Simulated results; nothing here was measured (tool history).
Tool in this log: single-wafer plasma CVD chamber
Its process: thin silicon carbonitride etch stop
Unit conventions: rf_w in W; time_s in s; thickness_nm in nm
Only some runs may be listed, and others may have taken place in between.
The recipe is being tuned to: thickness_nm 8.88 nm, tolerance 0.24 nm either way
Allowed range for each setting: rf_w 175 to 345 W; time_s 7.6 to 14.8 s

{"run": 1, "hour": 0.0, "rf_w": 260, "time_s": 11.2, "thickness_nm": 6.9856}
{"run": 2, "hour": 6.4, "rf_w": 270, "time_s": 11.8, "thickness_nm": 7.4064}
{"run": 3, "hour": 9.0, "rf_w": 280, "time_s": 12.3, "thickness_nm": 7.8611}
{"run": 4, "hour": 10.7, "rf_w": 280, "time_s": 11.1, "thickness_nm": 7.0858}
{"run": 5, "hour": 13.9, "rf_w": 300, "time_s": 11.1, "thickness_nm": 7.2517}
{"run": 6, "hour": 14.4, "rf_w": 305, "time_s": 11.6, "thickness_nm": 7.6449}
{"run": 7, "hour": 22.9, "rf_w": 310, "time_s": 12, "thickness_nm": 7.918}
{"run": 8, "hour": 27.2, "rf_w": 315, "time_s": 12.3, "thickness_nm": 8.1981}
{"run": 9, "hour": 28.4, "rf_w": 320, "time_s": 12.5, "thickness_nm": 8.2948}
{"run": 10, "hour": 35.4, "rf_w": 325, "time_s": 12.7, "thickness_nm": 8.5471}

Consider the 4 candidate settings below. Which is the only one whose results all fall within their allowed miss of target?
{"run": "A", "hour": 42.4, "rf_w": 340, "time_s": 12.9, "thickness_nm": "?"}
{"run": "B", "hour": 42.4, "rf_w": 340, "time_s": 12.5, "thickness_nm": "?"}
{"run": "C", "hour": 42.4, "rf_w": 315, "time_s": 12.1, "thickness_nm": "?"}
{"run": "D", "hour": 42.4, "rf_w": 340, "time_s": 12.2, "thickness_nm": "?"}

move=A thickness_nm=8.8272
move=B thickness_nm=8.5535
move=C thickness_nm=8.0591
move=D thickness_nm=8.3482
A: each result inside its tolerance
B: neither nearer nor further off than the last run
C: moves away from the targets compared with the last run
D: moves away from the targets compared with the last run
Correct choice: A, which meets every target
